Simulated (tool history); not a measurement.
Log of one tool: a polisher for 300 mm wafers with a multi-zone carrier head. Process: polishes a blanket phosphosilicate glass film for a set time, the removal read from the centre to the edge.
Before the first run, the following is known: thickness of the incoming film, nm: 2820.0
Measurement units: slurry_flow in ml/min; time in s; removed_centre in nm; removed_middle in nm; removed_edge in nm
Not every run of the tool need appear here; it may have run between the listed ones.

run	hour	slurry_flow	centre_zone	middle_zone	edge_zone	slurry_solids	time	removed_centre	removed_middle	removed_edge
1	0	175	1	1	1	1	36	352.67	332.02	317.66
2	1.6	175	1	1	1	0.9	36	333.86	316.69	306.93
3	9.6	175	1	1	1	0.9	45	416.19	395.02	386.97
4	13.7	175	1	1.07	1	0.9	45	418.46	418.83	388.28
5	22.1	175	1.06	1.07	1	0.9	45	438.05	416.6	383.97
6	29.9	140	1.06	1.07	1	0.9	45	417.23	396.61	369.2
7	37.5	135	1.04	1.04	1	0.85	40	349.26	332.51	316.67
8	40.5	130	1.03	1.01	1	0.8	36	310.94	282.63	273.18
9	45.6	105	0.93	0.91	1.08	0.55	26	152.5	146.9	169.19

Forecast run 10:
10	49.1	105	0.94	0.91	1.06	0.55	26	?	?	?

Run 10 yielded removed_centre 155.17 nm, removed_middle 147.88 nm, removed_edge 165.2 nm.
